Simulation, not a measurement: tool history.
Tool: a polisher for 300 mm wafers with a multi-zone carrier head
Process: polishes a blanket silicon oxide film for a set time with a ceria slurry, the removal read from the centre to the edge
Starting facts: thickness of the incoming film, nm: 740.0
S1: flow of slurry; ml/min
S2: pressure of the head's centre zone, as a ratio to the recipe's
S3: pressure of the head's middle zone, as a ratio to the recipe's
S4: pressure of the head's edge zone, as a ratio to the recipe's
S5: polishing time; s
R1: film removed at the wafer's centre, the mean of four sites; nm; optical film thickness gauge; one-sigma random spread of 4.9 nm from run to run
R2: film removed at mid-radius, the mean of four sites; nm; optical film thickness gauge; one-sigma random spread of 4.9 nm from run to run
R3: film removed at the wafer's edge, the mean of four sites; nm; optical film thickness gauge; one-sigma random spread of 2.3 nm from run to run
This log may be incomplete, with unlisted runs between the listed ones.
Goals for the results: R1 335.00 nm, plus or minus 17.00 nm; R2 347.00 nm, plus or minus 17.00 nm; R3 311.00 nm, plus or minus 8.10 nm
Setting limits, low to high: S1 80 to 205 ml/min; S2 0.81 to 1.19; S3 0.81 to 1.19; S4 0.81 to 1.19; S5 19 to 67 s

{"run": 1, "hour": 0.0, "S1": 135, "S2": 1.0, "S3": 1.0, "S4": 1.0, "S5": 43, "R1": 227.02, "R2": 233.27, "R3": 220.04}
{"run": 2, "hour": 2.8, "S1": 135, "S2": 1.0, "S3": 1.0, "S4": 1.04, "S5": 43, "R1": 222.42, "R2": 232.8, "R3": 222.72}
{"run": 3, "hour": 4.7, "S1": 140, "S2": 1.01, "S3": 1.01, "S4": 1.05, "S5": 44, "R1": 236.46, "R2": 243.67, "R3": 236.01}
{"run": 4, "hour": 11.2, "S1": 145, "S2": 1.02, "S3": 1.03, "S4": 1.06, "S5": 44, "R1": 235.32, "R2": 245.98, "R3": 235.61}
{"run": 5, "hour": 16.6, "S1": 155, "S2": 1.02, "S3": 1.03, "S4": 1.06, "S5": 44, "R1": 242.51, "R2": 245.58, "R3": 236.28}
{"run": 6, "hour": 21.6, "S1": 125, "S2": 1.02, "S3": 1.03, "S4": 1.06, "S5": 44, "R1": 236.59, "R2": 237.13, "R3": 230.7}
{"run": 7, "hour": 30.1, "S1": 130, "S2": 1.03, "S3": 1.05, "S4": 1.06, "S5": 45, "R1": 234.89, "R2": 259.1, "R3": 234.77}
{"run": 8, "hour": 30.8, "S1": 135, "S2": 1.04, "S3": 1.05, "S4": 1.07, "S5": 46, "R1": 254.54, "R2": 256.58, "R3": 245.82}
{"run": 9, "hour": 37.2, "S1": 140, "S2": 1.04, "S3": 1.06, "S4": 1.07, "S5": 47, "R1": 254.59, "R2": 268.41, "R3": 247.31}
{"run": 10, "hour": 46.1, "S1": 140, "S2": 1.05, "S3": 1.07, "S4": 1.08, "S5": 48, "R1": 262.38, "R2": 282.1, "R3": 257.78}
{"run": 11, "hour": 51.9, "S1": 140, "S2": 1.05, "S3": 1.07, "S4": 1.08, "S5": 48, "R1": 268.8, "R2": 280.75, "R3": 255.12}
{"run": 12, "hour": 58.8, "S1": 145, "S2": 1.05, "S3": 1.08, "S4": 1.09, "S5": 49, "R1": 279.93, "R2": 287.43, "R3": 261.84}
{"hour": 62.8, "done": "edge zone pressure recalibrated"}
{"run": 13, "hour": 62.8, "S1": 170, "S2": 1.04, "S3": 1.15, "S4": 1.16, "S5": 56, "R1": 325.22, "R2": 361.19, "R3": 317.15}
{"run": 14, "hour": 71.6, "S1": 170, "S2": 1.06, "S3": 1.13, "S4": 1.15, "S5": 55, "R1": 317.07, "R2": 340.58, "R3": 315.03}
{"run": 15, "hour": 74.7, "S1": 170, "S2": 1.07, "S3": 1.13, "S4": 1.15, "S5": 55, "R1": 321.42, "R2": 340.7, "R3": 311.45}

Which of these 5 next moves meets every target?
{"run": "A", "hour": 77.8, "S1": 145, "S2": 1.19, "S3": 1.0, "S4": 1.13, "S5": 57, "R1": "?", "R2": "?", "R3": "?"}
{"run": "B", "hour": 77.8, "S1": 165, "S2": 0.99, "S3": 1.07, "S4": 1.12, "S5": 55, "R1": "?", "R2": "?", "R3": "?"}
{"run": "C", "hour": 77.8, "S1": 155, "S2": 0.99, "S3": 1.15, "S4": 1.13, "S5": 54, "R1": "?", "R2": "?", "R3": "?"}
{"run": "D", "hour": 77.8, "S1": 170, "S2": 1.12, "S3": 1.13, "S4": 1.11, "S5": 55, "R1": "?", "R2": "?", "R3": "?"}
{"run": "E", "hour": 77.8, "S1": 165, "S2": 1.02, "S3": 1.14, "S4": 1.19, "S5": 55, "R1": "?", "R2": "?", "R3": "?"}

move=A R1=349.64 R2=308.68 R3=320.26
move=B R1=299.05 R2=322.41 R3=312.31
move=C R1=290.51 R2=333.40 R3=305.21
move=D R1=331.16 R2=339.21 R3=311.97
move=E R1=306.18 R2=340.33 R3=319.86
A: the worst result of the last run now meets its target, but another is out of spec
B: misses by more than the last run did
C: misses by more than the last run did
D: in spec on every target
E: misses by more than the last run did
The right move is D.

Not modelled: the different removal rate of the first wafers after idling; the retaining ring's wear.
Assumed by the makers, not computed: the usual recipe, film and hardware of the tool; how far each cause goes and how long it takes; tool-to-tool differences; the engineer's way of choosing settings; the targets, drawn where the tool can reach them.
